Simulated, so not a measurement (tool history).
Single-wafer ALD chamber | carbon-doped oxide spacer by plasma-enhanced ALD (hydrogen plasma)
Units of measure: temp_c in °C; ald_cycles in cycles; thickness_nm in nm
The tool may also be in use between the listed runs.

run	hour	temp_c	ald_cycles	thickness_nm
1	0	385	202	10.391
2	8.4	385	218	11.267
3	14.3	385	208	10.815
4	19.8	385	199	10.195
5	20.9	394	199	10.2
6	25.3	385	199	10.327
7	28.5	385	191	9.8544
8	31.2	385	191	9.9021

Run 9, settings as shown, results not yet in. Your forecast:
9	33.1	385	185	?

Run 9 gave thickness_nm 9.4803 nm.
